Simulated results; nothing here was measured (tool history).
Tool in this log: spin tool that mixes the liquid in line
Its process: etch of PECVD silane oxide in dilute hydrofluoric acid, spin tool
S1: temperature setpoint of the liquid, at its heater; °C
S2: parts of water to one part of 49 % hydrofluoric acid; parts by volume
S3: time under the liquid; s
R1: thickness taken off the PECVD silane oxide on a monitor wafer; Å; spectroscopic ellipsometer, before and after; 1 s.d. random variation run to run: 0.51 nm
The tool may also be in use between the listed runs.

run  hour  S1   S2   S3      R1
  1     0  21  155  130  295.85
  2     8  22  150  130  321.59
  3  14.5  20  150  130  297.36
  4  19.6  21  145  130  325.74
  5  21.6  22  140  130   349.1
  6  23.4  19  140  130  310.32

Run 7 is up next; what results do you expect?
  7  32.2  20.5  135  130   ?

For run 7 the tool returned R1 339.54 Å.
